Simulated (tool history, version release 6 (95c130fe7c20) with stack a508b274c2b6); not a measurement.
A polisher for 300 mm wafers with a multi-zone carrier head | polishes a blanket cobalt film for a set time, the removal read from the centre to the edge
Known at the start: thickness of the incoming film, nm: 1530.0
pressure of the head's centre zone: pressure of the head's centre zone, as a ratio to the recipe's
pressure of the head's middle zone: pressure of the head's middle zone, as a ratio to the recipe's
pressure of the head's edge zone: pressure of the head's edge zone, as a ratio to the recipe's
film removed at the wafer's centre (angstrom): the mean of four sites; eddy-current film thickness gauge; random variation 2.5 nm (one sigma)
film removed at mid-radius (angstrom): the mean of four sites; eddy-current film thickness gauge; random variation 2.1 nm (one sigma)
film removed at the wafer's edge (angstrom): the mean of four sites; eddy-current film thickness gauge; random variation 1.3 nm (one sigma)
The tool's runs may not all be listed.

run	hour	flow of slurry (ml/min)	pressure of the head's centre zone	pressure of the head's middle zone	pressure of the head's edge zone	polishing time (s)	film removed at the wafer's centre (angstrom)	film removed at mid-radius (angstrom)	film removed at the wafer's edge (angstrom)
1	0	290	1	1	1	51	2378.3	2394	2404.4
2	7.4	290	1.01	1.01	0.98	50	2304.3	2366.2	2331.9
3	8.3	290	1.01	1.08	0.98	50	2297.4	2484	2305.7
4	16.2	290	0.93	1.08	0.98	50	2155.7	2481.3	2321.4
5	24.8	290	0.85	1.08	0.98	50	1936.9	2490.4	2299.3
6	29.7	290	0.85	1.08	0.98	40	1565	2032.7	1831.1

The next listed run, before its measurement:
7	31.1	295	0.88	1.09	0.97	40	?	?	?

Run 7 gave film removed at the wafer's centre (angstrom) 1604.4, film removed at mid-radius (angstrom) 2015.5, film removed at the wafer's edge (angstrom) 1851.6.
